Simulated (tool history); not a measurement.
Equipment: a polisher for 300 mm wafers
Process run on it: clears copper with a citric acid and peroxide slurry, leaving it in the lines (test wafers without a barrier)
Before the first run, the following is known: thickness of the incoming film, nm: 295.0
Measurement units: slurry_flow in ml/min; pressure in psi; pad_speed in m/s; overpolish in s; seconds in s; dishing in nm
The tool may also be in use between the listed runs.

Run 1, hour 0: slurry_flow 170 ml/min, pressure 2.6 psi, pad_speed 1.3 m/s, slurry_solids 1, overpolish 13 s. Result: seconds 131.26 s, dishing 19.512 nm.
Run 2, hour 7.2: slurry_flow 170 ml/min, pressure 2.6 psi, pad_speed 1.3 m/s, slurry_solids 0.85, overpolish 13 s. Result: seconds 136.26 s, dishing 19.948 nm.
Run 3, hour 9.3: slurry_flow 175 ml/min, pressure 2.4 psi, pad_speed 1.28 m/s, slurry_solids 0.9, overpolish 11 s. Result: seconds 143.22 s, dishing 16.499 nm.
Run 4, hour 10.8: slurry_flow 175 ml/min, pressure 2.4 psi, pad_speed 1.28 m/s, slurry_solids 0.7, overpolish 11 s. Result: seconds 146.87 s, dishing 14.94 nm.
Run 5, hour 13.2: slurry_flow 175 ml/min, pressure 2.3 psi, pad_speed 1.28 m/s, slurry_solids 0.7, overpolish 10 s. Result: seconds 155.77 s, dishing 13.659 nm.
At hour 19: slurry blender recalibrated.
Run 6, hour 19: slurry_flow 210 ml/min, pressure 2.3 psi, pad_speed 1.28 m/s, slurry_solids 0.7, overpolish 10 s. Result: seconds 146.38 s, dishing 15.041 nm.

The next listed run, before its measurement:
Run 7, hour 25.9: slurry_flow 200 ml/min, pressure 2.2 psi, pad_speed 1.28 m/s, slurry_solids 0.7, overpolish 10 s. Result: seconds ?, dishing ?.

For run 7 the tool returned seconds 153.04 s, dishing 13.873 nm.
